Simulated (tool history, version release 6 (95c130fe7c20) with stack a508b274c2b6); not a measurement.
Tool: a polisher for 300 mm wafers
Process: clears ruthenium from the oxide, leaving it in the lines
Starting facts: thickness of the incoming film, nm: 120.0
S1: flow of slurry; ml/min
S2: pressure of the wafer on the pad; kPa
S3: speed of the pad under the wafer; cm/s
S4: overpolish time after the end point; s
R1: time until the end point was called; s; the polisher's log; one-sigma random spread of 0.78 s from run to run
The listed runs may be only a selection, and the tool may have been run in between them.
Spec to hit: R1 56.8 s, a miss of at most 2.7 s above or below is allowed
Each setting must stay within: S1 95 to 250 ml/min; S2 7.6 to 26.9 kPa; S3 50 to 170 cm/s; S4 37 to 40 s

Run 1, hour 0: S1 160 ml/min, S2 17.2 kPa, S3 110 cm/s, S4 37 s. Result: R1 76.383 s.
Run 2, hour 4.1: S1 160 ml/min, S2 17.9 kPa, S3 110 cm/s, S4 37 s. Result: R1 75.834 s.
Run 3, hour 6.7: S1 160 ml/min, S2 17.9 kPa, S3 110 cm/s, S4 37 s. Result: R1 75.847 s.
Run 4, hour 10.8: S1 160 ml/min, S2 17.9 kPa, S3 110 cm/s, S4 40 s. Result: R1 75.976 s.
Run 5, hour 16.8: S1 195 ml/min, S2 17.9 kPa, S3 110 cm/s, S4 40 s. Result: R1 72.542 s.
Run 6, hour 19.1: S1 195 ml/min, S2 17.9 kPa, S3 110 cm/s, S4 40 s. Result: R1 70.803 s.
Run 7, hour 21.4: S1 200 ml/min, S2 18.6 kPa, S3 110 cm/s, S4 40 s. Result: R1 71.884 s.
At hour 22.8: slurry nozzle cleaned.
Run 8, hour 22.8: S1 200 ml/min, S2 20 kPa, S3 110 cm/s, S4 40 s. Result: R1 64.179 s.
Run 9, hour 28: S1 200 ml/min, S2 20.7 kPa, S3 110 cm/s, S4 40 s. Result: R1 63.118 s.
Run 10, hour 36.9: S1 200 ml/min, S2 20.7 kPa, S3 110 cm/s, S4 40 s. Result: R1 62.138 s.
Run 11, hour 44.9: S1 200 ml/min, S2 21.4 kPa, S3 110 cm/s, S4 40 s. Result: R1 63.462 s.

Exactly one of the 4 candidate moves below puts every result within its allowed miss. Which one?
Run A, hour 52.9: S1 165 ml/min, S2 20 kPa, S3 102 cm/s, S4 37 s. Result: R1 ?.
Run B, hour 52.9: S1 245 ml/min, S2 21.4 kPa, S3 100 cm/s, S4 37 s. Result: R1 ?.
Run C, hour 52.9: S1 225 ml/min, S2 13.8 kPa, S3 152 cm/s, S4 37 s. Result: R1 ?.
Run D, hour 52.9: S1 250 ml/min, S2 18.6 kPa, S3 112 cm/s, S4 40 s. Result: R1 ?.

move      R1
   A  71.633
   B  66.412
   C   58.08
   D  64.844
A: the biggest miss grows against the last run
B: the biggest miss grows against the last run
C: every result within its allowed miss
D: the biggest miss grows against the last run
The move that meets every target is C.

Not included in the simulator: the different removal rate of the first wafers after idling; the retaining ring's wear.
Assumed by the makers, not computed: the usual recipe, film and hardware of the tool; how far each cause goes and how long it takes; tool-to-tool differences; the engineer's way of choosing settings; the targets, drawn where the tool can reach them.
